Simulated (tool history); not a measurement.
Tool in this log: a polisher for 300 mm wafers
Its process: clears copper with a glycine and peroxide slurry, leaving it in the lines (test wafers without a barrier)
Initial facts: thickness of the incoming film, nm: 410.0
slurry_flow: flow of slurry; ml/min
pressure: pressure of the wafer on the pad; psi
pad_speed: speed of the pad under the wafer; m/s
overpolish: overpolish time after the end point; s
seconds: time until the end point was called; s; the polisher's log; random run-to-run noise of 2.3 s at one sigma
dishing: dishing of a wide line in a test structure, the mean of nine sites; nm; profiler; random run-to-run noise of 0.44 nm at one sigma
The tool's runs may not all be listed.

run	hour	slurry_flow	pressure	pad_speed	overpolish	seconds	dishing
1	0	210	1.7	0.96	8	162.46	17.073
2	5.8	210	1.7	1.12	8	140.9	18.86
3	14.1	210	1.7	1.12	11	143.7	25.125
4	20.5	210	1.4	1.12	11	160.96	22.564
5	26.4	210	1.4	1.12	8	160.6	16.966
6	31.5	210	1.4	1.12	7	161.34	14.271
7	37.1	205	1.2	1.08	9	180.57	16.45
8	41.8	205	1.1	1.06	10	194.4	16.472
9	50.3	200	1	1.06	11	205.6	17.181

Forecast run 10:
10	52.3	195	1	1.06	11	?	?

seconds: 209.62 s
dishing: 17.058 nm

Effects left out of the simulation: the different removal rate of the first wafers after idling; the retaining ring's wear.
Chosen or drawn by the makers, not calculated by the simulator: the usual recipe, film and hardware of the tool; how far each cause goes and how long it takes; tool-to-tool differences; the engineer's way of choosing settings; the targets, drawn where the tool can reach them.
